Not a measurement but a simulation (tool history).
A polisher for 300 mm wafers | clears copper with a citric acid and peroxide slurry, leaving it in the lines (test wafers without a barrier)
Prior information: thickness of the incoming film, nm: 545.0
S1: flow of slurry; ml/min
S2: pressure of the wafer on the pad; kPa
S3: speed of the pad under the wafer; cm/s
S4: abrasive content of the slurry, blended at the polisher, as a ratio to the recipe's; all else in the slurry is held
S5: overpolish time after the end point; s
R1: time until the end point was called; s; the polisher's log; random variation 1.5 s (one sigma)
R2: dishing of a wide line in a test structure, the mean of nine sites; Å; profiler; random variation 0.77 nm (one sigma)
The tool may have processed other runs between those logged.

run,hour,S1,S2,S3,S4,S5,R1,R2
1,0,185,27.6,118,1,25,159.51,474.95
2,4.7,205,27.6,118,1,25,154.74,470.52
3,13.1,210,31,118,1,25,143.48,502
4,19.8,210,33.8,124,1,25,129.28,536.31
5,27.5,210,35.9,130,1,25,116.33,569.6
6,29.6,210,35.9,130,1.2,25,111.63,585.95
7,35.6,210,37.2,132,1.2,25,105.72,598.24
8,36.3,210,38.6,134,1.2,25,101.95,630.82
9,41.3,210,39.3,134,1.2,25,101.29,617.27

Predict the results of run 10:
10,44.9,210,40,136,1.2,25,?,?

For run 10 the tool returned R1 98.84 s, R2 626.92 Å.
